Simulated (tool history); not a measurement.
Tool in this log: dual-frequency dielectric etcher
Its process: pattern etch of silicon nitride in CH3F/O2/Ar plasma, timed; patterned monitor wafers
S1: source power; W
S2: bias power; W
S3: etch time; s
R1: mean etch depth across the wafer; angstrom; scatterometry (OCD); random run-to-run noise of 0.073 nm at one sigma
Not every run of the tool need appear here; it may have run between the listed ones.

run	hour	S1	S2	S3	R1
1	0	500	65	25	185.32
2	1.3	430	65	25	173.4
3	4.2	350	65	25	155.97
4	7.1	350	65	23	143.34
5	8	350	55	23	139
6	9.8	310	55	23	131.8
7	14.9	360	56	23	142.15
8	21.3	390	57	23	148.39

What will run 9 give?
9	28.3	420	58	23	?

{"run 9": {"R1": 154.21}}
